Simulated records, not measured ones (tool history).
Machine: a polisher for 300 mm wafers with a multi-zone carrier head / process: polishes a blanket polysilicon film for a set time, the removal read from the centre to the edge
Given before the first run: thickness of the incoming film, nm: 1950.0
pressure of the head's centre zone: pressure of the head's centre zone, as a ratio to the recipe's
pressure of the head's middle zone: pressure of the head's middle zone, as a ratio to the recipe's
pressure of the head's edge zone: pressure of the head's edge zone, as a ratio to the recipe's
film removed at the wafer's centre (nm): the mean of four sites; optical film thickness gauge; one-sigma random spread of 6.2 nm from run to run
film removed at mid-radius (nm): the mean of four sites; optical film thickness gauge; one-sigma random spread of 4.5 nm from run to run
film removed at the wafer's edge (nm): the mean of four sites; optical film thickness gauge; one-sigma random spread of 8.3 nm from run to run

run	hour	flow of slurry (ml/min)	pressure of the head's centre zone	pressure of the head's middle zone	pressure of the head's edge zone	polishing time (s)	film removed at the wafer's centre (nm)	film removed at mid-radius (nm)	film removed at the wafer's edge (nm)
1	0.0	215	1.00	1.00	1.00	56	558.67	539.86	563.31
2	4.0	215	1.00	1.00	1.07	56	538.73	544.04	571.39
3	10.3	215	0.99	0.99	1.08	58	561.67	557.28	596.11
4	11.9	215	0.99	0.99	1.08	65	628.02	624.68	663.05
5	18.5	215	1.05	0.99	1.08	65	664.95	618.18	671.64
6	21.4	215	1.05	0.99	1.16	65	669.36	622.16	691.23
7	24.5	215	1.03	0.98	1.16	66	654.72	625.75	723.72
8	32.4	220	1.02	0.98	1.16	66	659.09	627.32	710.50
9	33.9	220	1.01	0.98	1.16	67	656.51	634.91	723.95
10	37.4	225	1.00	0.98	1.16	68	666.92	648.80	719.86
11	46.1	215	0.99	0.98	1.16	69	661.90	656.75	738.34
12	47.5	210	0.98	0.98	1.16	70	671.06	663.61	745.26
13	49.6	210	0.97	0.98	1.16	71	668.25	675.19	761.83

Run 14, settings as shown, results not yet in. Your forecast:
14	52.9	205	0.96	0.98	1.16	71	?	?	?

film removed at the wafer's centre (nm): 663.36
film removed at mid-radius (nm): 669.71
film removed at the wafer's edge (nm): 768.82

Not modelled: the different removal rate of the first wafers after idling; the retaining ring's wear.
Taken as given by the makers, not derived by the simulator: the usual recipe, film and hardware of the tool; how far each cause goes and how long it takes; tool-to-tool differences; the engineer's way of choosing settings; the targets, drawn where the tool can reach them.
